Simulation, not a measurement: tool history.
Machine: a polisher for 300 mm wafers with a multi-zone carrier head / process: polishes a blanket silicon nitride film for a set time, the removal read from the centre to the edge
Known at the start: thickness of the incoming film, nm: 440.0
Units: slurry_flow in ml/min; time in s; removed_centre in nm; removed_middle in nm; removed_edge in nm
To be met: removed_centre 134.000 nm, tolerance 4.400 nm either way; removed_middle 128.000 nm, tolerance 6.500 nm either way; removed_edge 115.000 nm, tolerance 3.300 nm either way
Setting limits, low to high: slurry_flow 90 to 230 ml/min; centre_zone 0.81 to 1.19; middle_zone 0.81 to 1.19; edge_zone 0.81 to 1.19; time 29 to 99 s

run 1 day=0.000 | slurry_flow=150 centre_zone=1.00 middle_zone=1.00 edge_zone=1.00 time=64 | removed_centre=101.160 removed_middle=99.499 removed_edge=105.580
run 2 day=0.075 | slurry_flow=150 centre_zone=1.00 middle_zone=1.05 edge_zone=1.00 time=64 | removed_centre=100.650 removed_middle=103.570 removed_edge=102.540
run 3 day=0.346 | slurry_flow=150 centre_zone=1.00 middle_zone=1.05 edge_zone=1.00 time=49 | removed_centre=77.208 removed_middle=78.606 removed_edge=79.831
run 4 day=0.521 | slurry_flow=180 centre_zone=1.00 middle_zone=1.05 edge_zone=1.00 time=49 | removed_centre=79.159 removed_middle=80.451 removed_edge=80.068
run 5 day=0.696 | slurry_flow=205 centre_zone=1.00 middle_zone=1.05 edge_zone=1.00 time=49 | removed_centre=82.078 removed_middle=83.496 removed_edge=83.407
run 6 day=0.871 | slurry_flow=180 centre_zone=1.00 middle_zone=1.05 edge_zone=1.00 time=49 | removed_centre=79.701 removed_middle=81.872 removed_edge=82.780
run 7 day=0.958 | slurry_flow=185 centre_zone=1.03 middle_zone=1.07 edge_zone=1.01 time=53 | removed_centre=90.369 removed_middle=90.314 removed_edge=88.239
run 8 day=1.129 | slurry_flow=190 centre_zone=1.05 middle_zone=1.09 edge_zone=1.03 time=55 | removed_centre=94.102 removed_middle=94.410 removed_edge=93.343
run 9 day=1.325 | slurry_flow=195 centre_zone=1.08 middle_zone=1.11 edge_zone=1.03 time=57 | removed_centre=101.580 removed_middle=101.590 removed_edge=97.524
run 10 day=1.579 | slurry_flow=200 centre_zone=1.10 middle_zone=1.12 edge_zone=1.03 time=59 | removed_centre=108.030 removed_middle=105.050 removed_edge=100.720
run 11 day=1.779 | slurry_flow=205 centre_zone=1.11 middle_zone=1.13 edge_zone=1.03 time=61 | removed_centre=113.870 removed_middle=108.870 removed_edge=102.880
run 12 day=2.062 | slurry_flow=220 centre_zone=1.14 middle_zone=1.19 edge_zone=1.06 time=69 | removed_centre=129.530 removed_middle=128.650 removed_edge=119.640

Pick the move, out of 4, that brings all results within their allowed miss; only one does.
run A day=2.346 | slurry_flow=225 centre_zone=1.15 middle_zone=1.18 edge_zone=1.06 time=69 | removed_centre=? removed_middle=? removed_edge=?
run B day=2.346 | slurry_flow=195 centre_zone=1.18 middle_zone=1.17 edge_zone=1.11 time=72 | removed_centre=? removed_middle=? removed_edge=?
run C day=2.346 | slurry_flow=210 centre_zone=1.16 middle_zone=1.19 edge_zone=1.00 time=68 | removed_centre=? removed_middle=? removed_edge=?
run D day=2.346 | slurry_flow=230 centre_zone=1.17 middle_zone=1.02 edge_zone=1.18 time=67 | removed_centre=? removed_middle=? removed_edge=?

move=A removed_centre=133.710 removed_middle=129.270 removed_edge=121.240
move=B removed_centre=140.010 removed_middle=131.480 removed_edge=127.560
move=C removed_centre=131.560 removed_middle=126.900 removed_edge=115.300
move=D removed_centre=132.420 removed_middle=115.070 removed_edge=124.790
A: lands further from the targets than the last run did
B: lands further from the targets than the last run did
C: every result within its allowed miss
D: lands further from the targets than the last run did
Correct choice: C, which meets every target
